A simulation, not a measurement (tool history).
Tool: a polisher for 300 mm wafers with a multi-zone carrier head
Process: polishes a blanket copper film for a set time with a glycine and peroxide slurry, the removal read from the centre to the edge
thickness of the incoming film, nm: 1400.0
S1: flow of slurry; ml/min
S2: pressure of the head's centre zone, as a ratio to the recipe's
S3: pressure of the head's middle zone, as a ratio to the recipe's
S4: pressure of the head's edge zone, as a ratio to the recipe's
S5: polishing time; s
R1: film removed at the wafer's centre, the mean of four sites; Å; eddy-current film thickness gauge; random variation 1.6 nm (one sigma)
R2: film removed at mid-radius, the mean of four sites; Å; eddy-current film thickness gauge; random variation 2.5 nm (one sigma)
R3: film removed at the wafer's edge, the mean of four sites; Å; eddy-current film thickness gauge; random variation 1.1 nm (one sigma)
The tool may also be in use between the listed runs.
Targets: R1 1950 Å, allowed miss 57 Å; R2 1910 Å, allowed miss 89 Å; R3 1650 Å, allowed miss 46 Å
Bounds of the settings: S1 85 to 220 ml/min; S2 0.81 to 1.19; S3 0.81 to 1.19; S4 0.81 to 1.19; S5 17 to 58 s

run  hour   S1    S2    S3    S4  S5      R1      R2      R3
  1     0  140     1     1     1  37  3034.5  2925.3  2944.9
  2   5.9  140  1.01  1.01  0.98  34  2746.7  2686.3  2658.3
  3   9.2  140  1.01  0.94  0.98  34  2766.5  2648.8  2659.9
  4  15.1  140  1.01  0.94  1.03  34  2770.6  2612.7  2700.4
  5  17.9  140  1.05  0.94  1.03  34  2827.4  2650.8  2722.4
  6  24.5  140  1.06  0.95     1  32  2696.7  2373.4  2529.8
  7  29.6  150  1.05  0.98  0.97  30  2542.4  2381.5  2367.2
  8  31.1  155  1.05  0.99  0.95  29  2463.2  2323.1  2289.6
  9  38.1  120  1.12  1.09  0.85  19    1610  1493.1  1355.2
 10  41.9  130  1.12  1.09  0.86  19  1625.9    1529  1374.1
 11  44.5  140  1.12  1.09  0.87  19  1637.8    1579  1402.6
 12  46.9  150  1.13  1.09  0.88  19  1683.6  1610.7  1414.2
 13  48.8  160  1.13  1.08  0.89  19  1698.6  1606.1  1420.2
 14  56.3  165  1.13  1.08   0.9  19  1733.9  1578.2  1429.8
 15    63  170  1.12  1.09   0.9  19  1693.8  1607.8  1466.5
 16    69  170  1.13   1.1   0.9  20  1819.2  1741.2  1523.6
 17    73  175  1.13   1.1  0.91  20  1834.9  1749.9  1543.5

4 next moves are on the table. One of them brings every result within its allowed miss. Which?
  A    77  215  1.09  1.13  0.88  21   ?   ?   ?
  B    77  125  0.99  1.17  0.86  22   ?   ?   ?
  C    77  170  1.14  1.15  0.94  20   ?   ?   ?
  D    77  160  1.14  1.14  0.87  20   ?   ?   ?

move      R1      R2      R3
   A  1944.6  1903.9  1638.6
   B  1727.8  1856.3  1587.8
   C  1833.6    1769  1567.6
   D  1812.6  1742.2  1501.7
A: meets every target
B: further off than the last run
C: nearer than the last run, and not there yet
D: further off than the last run
Answer: A

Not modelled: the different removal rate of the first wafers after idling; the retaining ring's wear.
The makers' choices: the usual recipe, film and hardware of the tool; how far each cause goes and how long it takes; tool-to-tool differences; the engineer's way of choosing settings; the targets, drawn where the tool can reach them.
